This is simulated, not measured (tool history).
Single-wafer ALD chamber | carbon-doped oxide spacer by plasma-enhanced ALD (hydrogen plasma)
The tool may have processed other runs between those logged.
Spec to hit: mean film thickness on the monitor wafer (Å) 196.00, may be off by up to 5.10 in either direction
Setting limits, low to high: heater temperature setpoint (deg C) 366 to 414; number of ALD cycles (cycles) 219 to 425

| run | hour | heater temperature setpoint (deg C) | number of ALD cycles (cycles) | mean film thickness on the monitor wafer (Å) |
|---|---|---|---|---|
| 1 | 0.0 | 390 | 322 | 169.43 |
| 2 | 5.0 | 390 | 349 | 181.00 |
| 3 | 6.4 | 390 | 357 | 187.81 |
| 4 | 12.8 | 390 | 361 | 190.35 |
| 5 | 19.4 | 390 | 333 | 175.09 |
| 6 | 22.7 | 390 | 344 | 180.44 |
| 7 | 25.6 | 390 | 352 | 183.41 |
| 8 | 30.3 | 390 | 359 | 188.73 |
| 9 | 32.8 | 390 | 362 | 190.07 |

Pick the move, out of 4, that brings all results within their allowed miss; only one does.
| A | 35.3 | 388 | 346 | ? |
| B | 35.3 | 409 | 389 | ? |
| C | 35.3 | 388 | 352 | ? |
| D | 35.3 | 385 | 347 | ? |

| move | mean film thickness on the monitor wafer (Å) |
|---|---|
| A | 182.71 |
| B | 198.23 |
| C | 185.88 |
| D | 183.24 |
A: lands further from the targets than the last run did
B: all results in spec
C: lands further from the targets than the last run did
D: lands further from the targets than the last run did
The right move is B.
